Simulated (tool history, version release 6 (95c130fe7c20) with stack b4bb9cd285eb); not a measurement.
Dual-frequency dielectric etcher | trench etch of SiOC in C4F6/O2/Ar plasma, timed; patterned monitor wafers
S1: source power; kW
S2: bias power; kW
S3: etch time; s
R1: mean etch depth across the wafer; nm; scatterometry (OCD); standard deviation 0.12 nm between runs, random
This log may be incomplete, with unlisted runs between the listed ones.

run	hour	S1	S2	S3	R1
1	0.0	0.440	0.209	15.5	37.011
2	1.2	0.440	0.192	15.5	35.644
3	8.1	0.490	0.192	15.5	37.468
4	16.0	0.490	0.192	14.5	34.634
5	17.7	0.450	0.180	14.5	33.123
6	23.3	0.420	0.174	14.5	31.842
7	30.2	0.400	0.170	14.5	30.945
8	36.8	0.390	0.168	14.5	30.623

Predict the results of run 9:
9	44.3	0.380	0.166	14.5	?

{"run 9": {"R1": 30.307}}

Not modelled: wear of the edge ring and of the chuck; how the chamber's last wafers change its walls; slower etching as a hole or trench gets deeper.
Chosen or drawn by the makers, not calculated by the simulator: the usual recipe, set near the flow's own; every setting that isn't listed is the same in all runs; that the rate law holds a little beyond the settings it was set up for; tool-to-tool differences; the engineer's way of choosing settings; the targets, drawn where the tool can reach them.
